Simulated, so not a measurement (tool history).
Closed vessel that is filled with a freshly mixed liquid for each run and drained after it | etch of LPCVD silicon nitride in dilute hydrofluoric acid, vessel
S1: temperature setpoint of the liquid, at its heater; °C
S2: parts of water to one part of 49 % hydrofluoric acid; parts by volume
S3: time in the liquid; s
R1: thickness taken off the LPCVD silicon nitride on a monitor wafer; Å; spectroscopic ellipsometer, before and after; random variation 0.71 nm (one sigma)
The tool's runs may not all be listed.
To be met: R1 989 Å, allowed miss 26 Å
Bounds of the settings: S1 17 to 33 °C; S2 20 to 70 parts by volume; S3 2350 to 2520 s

Run 1, hour 0: S1 25 °C, S2 40 parts by volume, S3 2350 s. Result: R1 336.26 Å.
Run 2, hour 9: S1 25 °C, S2 50 parts by volume, S3 2350 s. Result: R1 273.43 Å.
Run 3, hour 15.1: S1 25 °C, S2 50 parts by volume, S3 2350 s. Result: R1 273.73 Å.
Run 4, hour 21: S1 25 °C, S2 50 parts by volume, S3 2520 s. Result: R1 293.09 Å.
Run 5, hour 27.8: S1 25 °C, S2 60 parts by volume, S3 2520 s. Result: R1 242 Å.
Run 6, hour 35.4: S1 25 °C, S2 50 parts by volume, S3 2520 s. Result: R1 293.43 Å.
Run 7, hour 43.9: S1 26.5 °C, S2 45 parts by volume, S3 2520 s. Result: R1 356.85 Å.
Run 8, hour 52.1: S1 27.5 °C, S2 40 parts by volume, S3 2520 s. Result: R1 428.57 Å.
Run 9, hour 58.2: S1 28.5 °C, S2 35 parts by volume, S3 2520 s. Result: R1 523.96 Å.
Run 10, hour 67.7: S1 29.5 °C, S2 30 parts by volume, S3 2520 s. Result: R1 649.79 Å.
Run 11, hour 74.4: S1 30 °C, S2 30 parts by volume, S3 2520 s. Result: R1 670.85 Å.
Run 12, hour 77.6: S1 30.5 °C, S2 30 parts by volume, S3 2520 s. Result: R1 688.45 Å.
Run 13, hour 80.7: S1 31 °C, S2 30 parts by volume, S3 2520 s. Result: R1 729.73 Å.
Run 14, hour 84.5: S1 31.5 °C, S2 30 parts by volume, S3 2520 s. Result: R1 739.05 Å.
Run 15, hour 88.8: S1 33 °C, S2 20 parts by volume, S3 2520 s. Result: R1 1204.1 Å.
Run 16, hour 93.9: S1 32.5 °C, S2 20 parts by volume, S3 2520 s. Result: R1 1166.6 Å.
Run 17, hour 98.3: S1 32 °C, S2 20 parts by volume, S3 2520 s. Result: R1 1135.6 Å.
Run 18, hour 105.2: S1 31.5 °C, S2 20 parts by volume, S3 2520 s. Result: R1 1099.6 Å.
Run 19, hour 112.1: S1 31 °C, S2 20 parts by volume, S3 2520 s. Result: R1 1065.2 Å.
Run 20, hour 114.9: S1 30.5 °C, S2 20 parts by volume, S3 2520 s. Result: R1 1016.3 Å.

5 next moves are on the table. One of them brings every result within its allowed miss. Which?
Run A, hour 117.7: S1 29.5 °C, S2 20 parts by volume, S3 2495 s. Result: R1 ?.
Run B, hour 117.7: S1 30.5 °C, S2 20 parts by volume, S3 2455 s. Result: R1 ?.
Run C, hour 117.7: S1 31.5 °C, S2 20 parts by volume, S3 2470 s. Result: R1 ?.
Run D, hour 117.7: S1 30 °C, S2 20 parts by volume, S3 2375 s. Result: R1 ?.
Run E, hour 117.7: S1 31 °C, S2 20 parts by volume, S3 2515 s. Result: R1 ?.

move      R1
   A  948.17
   B  996.35
   C  1070.1
   D  932.78
   E  1054.6
A: takes the result that was furthest off past its target
B: meets every target
C: further off than the last run
D: takes the result that was furthest off past its target
E: further off than the last run
Answer: B

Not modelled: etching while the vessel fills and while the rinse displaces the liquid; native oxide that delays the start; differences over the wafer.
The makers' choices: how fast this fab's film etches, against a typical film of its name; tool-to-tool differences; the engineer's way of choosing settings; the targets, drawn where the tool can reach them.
